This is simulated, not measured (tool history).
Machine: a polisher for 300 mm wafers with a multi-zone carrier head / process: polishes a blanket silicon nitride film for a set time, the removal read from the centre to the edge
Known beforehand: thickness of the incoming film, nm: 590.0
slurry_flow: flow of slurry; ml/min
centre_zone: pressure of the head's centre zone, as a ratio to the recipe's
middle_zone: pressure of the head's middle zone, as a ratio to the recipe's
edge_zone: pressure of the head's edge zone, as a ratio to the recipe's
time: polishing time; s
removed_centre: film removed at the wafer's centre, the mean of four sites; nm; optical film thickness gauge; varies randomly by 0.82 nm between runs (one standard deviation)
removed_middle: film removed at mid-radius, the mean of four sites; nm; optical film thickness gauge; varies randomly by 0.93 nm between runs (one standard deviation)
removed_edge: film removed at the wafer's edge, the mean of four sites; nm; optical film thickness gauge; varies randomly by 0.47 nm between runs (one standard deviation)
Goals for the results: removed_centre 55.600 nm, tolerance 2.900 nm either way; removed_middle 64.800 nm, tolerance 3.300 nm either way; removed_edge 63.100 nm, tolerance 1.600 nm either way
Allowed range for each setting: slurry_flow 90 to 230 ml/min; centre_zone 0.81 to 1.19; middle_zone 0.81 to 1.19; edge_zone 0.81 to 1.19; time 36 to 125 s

run	hour	slurry_flow	centre_zone	middle_zone	edge_zone	time	removed_centre	removed_middle	removed_edge
1	0.0	150	1.00	1.00	1.00	80	94.914	95.393	90.935
2	2.5	140	0.97	0.99	0.98	75	81.252	87.297	84.169
3	10.5	140	1.02	0.99	0.98	75	87.453	86.205	85.296
4	13.2	140	1.00	0.98	0.97	71	81.340	79.960	79.468
5	14.6	140	0.92	0.98	0.97	71	74.851	80.127	79.101
# hour 15.6: worn pad replaced by a new one
6	15.6	135	0.90	0.98	0.95	69	82.503	86.133	84.921
7	17.5	140	0.92	0.99	0.99	68	81.604	89.024	87.095
8	20.7	130	0.90	1.00	0.96	62	71.664	79.790	76.185
9	25.2	125	0.88	1.00	0.95	59	66.650	75.268	70.849
10	29.4	120	0.87	0.99	0.95	57	62.789	67.892	68.818
11	30.4	115	0.86	1.00	0.94	56	59.928	68.666	66.621
12	37.3	110	0.86	1.00	0.94	56	59.966	68.870	65.574
13	44.1	105	0.85	1.00	0.94	56	58.256	66.130	66.196
14	45.5	105	0.85	1.01	0.94	56	58.549	67.998	65.443
15	47.0	100	0.85	1.01	0.94	56	56.215	65.658	64.697

Next run, 5 choices. One meets every target within its allowed miss, the rest don't. Which?
A	48.5	90	0.91	1.05	0.98	55	?	?	?
B	48.5	95	0.81	0.95	0.88	61	?	?	?
C	48.5	150	0.85	1.12	0.90	50	?	?	?
D	48.5	115	0.92	0.94	0.91	54	?	?	?
E	48.5	125	0.90	0.82	0.83	55	?	?	?

move	removed_centre	removed_middle	removed_edge
A	56.173	66.097	62.143
B	58.206	68.789	66.614
C	57.379	73.610	60.087
D	61.135	64.170	62.419
E	62.757	59.741	62.135
A: meets every target
B: moves away from the targets compared with the last run
C: the result that was furthest off in the last run now lies on the other side of its target
D: puts the biggest miss on target and leaves a different result outside tolerance
E: puts the biggest miss on target and leaves a different result outside tolerance
The right move is A.
